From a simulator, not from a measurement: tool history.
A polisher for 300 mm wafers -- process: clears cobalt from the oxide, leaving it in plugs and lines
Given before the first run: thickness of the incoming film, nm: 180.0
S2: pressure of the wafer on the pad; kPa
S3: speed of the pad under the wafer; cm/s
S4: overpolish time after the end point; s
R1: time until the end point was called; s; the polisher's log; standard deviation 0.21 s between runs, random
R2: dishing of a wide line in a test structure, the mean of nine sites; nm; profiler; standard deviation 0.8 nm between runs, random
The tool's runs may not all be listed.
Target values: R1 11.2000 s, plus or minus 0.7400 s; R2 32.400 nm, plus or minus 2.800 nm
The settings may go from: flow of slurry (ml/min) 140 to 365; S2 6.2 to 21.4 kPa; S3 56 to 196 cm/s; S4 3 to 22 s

run 1 hour=0.0 | flow_of_slurry_(ml/min)=235 S2=13.8 S3=126 S4=11 | R1=21.3440 R2=30.087
run 2 hour=7.1 | flow_of_slurry_(ml/min)=235 S2=13.8 S3=126 S4=7 | R1=22.5820 R2=25.500
run 3 hour=8.1 | flow_of_slurry_(ml/min)=235 S2=15.2 S3=130 S4=7 | R1=18.4640 R2=28.845
run 4 hour=12.9 | flow_of_slurry_(ml/min)=235 S2=15.2 S3=112 S4=7 | R1=21.3580 R2=25.717
run 5 hour=20.4 | flow_of_slurry_(ml/min)=235 S2=16.5 S3=114 S4=7 | R1=19.6190 R2=27.594
run 6 hour=25.7 | flow_of_slurry_(ml/min)=235 S2=16.5 S3=102 S4=7 | R1=21.3620 R2=25.759
run 7 hour=31.1 | flow_of_slurry_(ml/min)=235 S2=17.2 S3=108 S4=7 | R1=20.3280 R2=26.963
run 8 hour=34.3 | flow_of_slurry_(ml/min)=255 S2=21.4 S3=144 S4=4 | R1=12.3010 R2=26.446
run 9 hour=38.2 | flow_of_slurry_(ml/min)=255 S2=21.4 S3=146 S4=5 | R1=12.5870 R2=28.095

Below are 5 possible settings for the next run. Only one of them brings all results inside the allowed miss of their targets. Which is it?
run A hour=42.1 | flow_of_slurry_(ml/min)=245 S2=20.7 S3=168 S4=12 | R1=? R2=?
run B hour=42.1 | flow_of_slurry_(ml/min)=280 S2=21.4 S3=184 S4=3 | R1=? R2=?
run C hour=42.1 | flow_of_slurry_(ml/min)=320 S2=21.4 S3=196 S4=3 | R1=? R2=?
run D hour=42.1 | flow_of_slurry_(ml/min)=250 S2=21.4 S3=190 S4=3 | R1=? R2=?
run E hour=42.1 | flow_of_slurry_(ml/min)=310 S2=21.4 S3=176 S4=4 | R1=? R2=?

move=A R1=11.3120 R2=31.353
move=B R1=9.9823 R2=24.310
move=C R1=9.3303 R2=25.011
move=D R1=9.7917 R2=24.512
move=E R1=10.3050 R2=26.831
A: in spec on every target
B: the result that was furthest off in the last run now lies on the other side of its target
C: the result that was furthest off in the last run now lies on the other side of its target
D: the result that was furthest off in the last run now lies on the other side of its target
E: the result that was furthest off in the last run now lies on the other side of its target
A meets every target.
